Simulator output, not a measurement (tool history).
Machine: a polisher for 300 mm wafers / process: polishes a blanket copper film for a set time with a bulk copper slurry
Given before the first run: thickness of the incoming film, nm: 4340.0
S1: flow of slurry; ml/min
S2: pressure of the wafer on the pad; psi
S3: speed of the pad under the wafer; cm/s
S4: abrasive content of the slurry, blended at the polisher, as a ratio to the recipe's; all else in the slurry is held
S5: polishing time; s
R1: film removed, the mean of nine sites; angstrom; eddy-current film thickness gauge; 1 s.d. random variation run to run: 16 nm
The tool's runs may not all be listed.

run  hour   S1   S2   S3   S4  S5      R1
  1     0  170  2.2  134    1  95  9641.1
  2   6.4  170  2.2  134  1.2  95   10061
  3  11.3  170  2.2  134  1.2  95   10041
  4  13.3  170  2.6  134  1.2  95   11780
  5  19.3  170  3.1  134  1.2  95   13972
  6  22.2  175  3.1  136  1.2  95   14204

What will run 7 give?
  7  26.8  175  3.1  138  1.2  95   ?

{"run 7": {"R1": 14362}}

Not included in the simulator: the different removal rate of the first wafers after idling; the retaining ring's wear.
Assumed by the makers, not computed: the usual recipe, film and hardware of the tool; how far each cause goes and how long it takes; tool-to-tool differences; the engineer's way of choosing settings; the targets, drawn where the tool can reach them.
